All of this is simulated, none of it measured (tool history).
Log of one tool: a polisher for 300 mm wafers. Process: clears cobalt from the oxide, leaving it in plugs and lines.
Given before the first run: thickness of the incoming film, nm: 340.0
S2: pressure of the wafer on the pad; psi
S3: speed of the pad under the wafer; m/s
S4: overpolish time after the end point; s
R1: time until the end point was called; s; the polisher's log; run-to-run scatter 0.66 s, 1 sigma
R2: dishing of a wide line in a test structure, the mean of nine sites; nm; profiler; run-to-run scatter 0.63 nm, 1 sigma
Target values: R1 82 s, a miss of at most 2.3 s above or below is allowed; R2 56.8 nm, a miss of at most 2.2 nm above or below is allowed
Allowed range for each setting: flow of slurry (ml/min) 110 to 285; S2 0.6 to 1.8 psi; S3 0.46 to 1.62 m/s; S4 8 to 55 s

{"run": 1, "hour": 0.0, "flow of slurry (ml/min)": 180, "S2": 1.2, "S3": 1.04, "S4": 28, "R1": 111.23, "R2": 49.145}
{"run": 2, "hour": 7.2, "flow of slurry (ml/min)": 180, "S2": 1.2, "S3": 1.04, "S4": 17, "R1": 110.29, "R2": 36.942}
{"run": 3, "hour": 11.0, "flow of slurry (ml/min)": 180, "S2": 1.2, "S3": 1.28, "S4": 17, "R1": 89.251, "R2": 41.779}
{"run": 4, "hour": 16.9, "flow of slurry (ml/min)": 180, "S2": 1.2, "S3": 1.28, "S4": 22, "R1": 90.456, "R2": 47.91}
{"run": 5, "hour": 24.8, "flow of slurry (ml/min)": 185, "S2": 1.2, "S3": 1.28, "S4": 23, "R1": 92.034, "R2": 49.705}
{"run": 6, "hour": 25.8, "flow of slurry (ml/min)": 155, "S2": 1.2, "S3": 1.28, "S4": 23, "R1": 93.918, "R2": 48.909}
{"run": 7, "hour": 31.2, "flow of slurry (ml/min)": 165, "S2": 1.2, "S3": 1.28, "S4": 24, "R1": 93.042, "R2": 49.388}
{"run": 8, "hour": 39.6, "flow of slurry (ml/min)": 175, "S2": 1.2, "S3": 1.28, "S4": 24, "R1": 91.007, "R2": 49.252}
{"run": 9, "hour": 44.6, "flow of slurry (ml/min)": 180, "S2": 1.2, "S3": 1.28, "S4": 25, "R1": 92.065, "R2": 50.029}
{"run": 10, "hour": 50.3, "flow of slurry (ml/min)": 185, "S2": 1.2, "S3": 1.28, "S4": 26, "R1": 89.74, "R2": 52.764}
{"run": 11, "hour": 53.3, "flow of slurry (ml/min)": 190, "S2": 1.2, "S3": 1.28, "S4": 26, "R1": 91.524, "R2": 50.528}
{"run": 12, "hour": 56.6, "flow of slurry (ml/min)": 190, "S2": 1.2, "S3": 1.28, "S4": 26, "R1": 89.855, "R2": 51.53}
{"run": 13, "hour": 58.5, "flow of slurry (ml/min)": 195, "S2": 1.2, "S3": 1.28, "S4": 26, "R1": 89.843, "R2": 51.793}
{"run": 14, "hour": 63.6, "flow of slurry (ml/min)": 200, "S2": 1.2, "S3": 1.28, "S4": 26, "R1": 88.815, "R2": 52.304}
{"run": 15, "hour": 69.8, "flow of slurry (ml/min)": 200, "S2": 1.2, "S3": 1.28, "S4": 26, "R1": 89.983, "R2": 52.526}
{"run": 16, "hour": 78.1, "flow of slurry (ml/min)": 205, "S2": 1.2, "S3": 1.28, "S4": 26, "R1": 88.847, "R2": 52.027}
{"run": 17, "hour": 85.0, "flow of slurry (ml/min)": 210, "S2": 1.2, "S3": 1.28, "S4": 26, "R1": 89.476, "R2": 52.464}

Below are 4 possible settings for the next run. Only one of them brings all results inside the allowed miss of their targets. Which is it?
{"run": "A", "hour": 91.9, "flow of slurry (ml/min)": 150, "S2": 1.2, "S3": 1.28, "S4": 21, "R1": "?", "R2": "?"}
{"run": "B", "hour": 91.9, "flow of slurry (ml/min)": 215, "S2": 1.2, "S3": 1.38, "S4": 29, "R1": "?", "R2": "?"}
{"run": "C", "hour": 91.9, "flow of slurry (ml/min)": 135, "S2": 1.6, "S3": 1.08, "S4": 21, "R1": "?", "R2": "?"}
{"run": "D", "hour": 91.9, "flow of slurry (ml/min)": 225, "S2": 1.5, "S3": 1.04, "S4": 28, "R1": "?", "R2": "?"}

move=A R1=95.67 R2=44.8
move=B R1=83.812 R2=54.67
move=C R1=87.222 R2=46.913
move=D R1=88.324 R2=52.987
A: lands further from the targets than the last run did
B: hits every target within its allowed miss
C: lands further from the targets than the last run did
D: closes in on the targets versus the last run, not all within tolerance yet
Move B is the one to make.
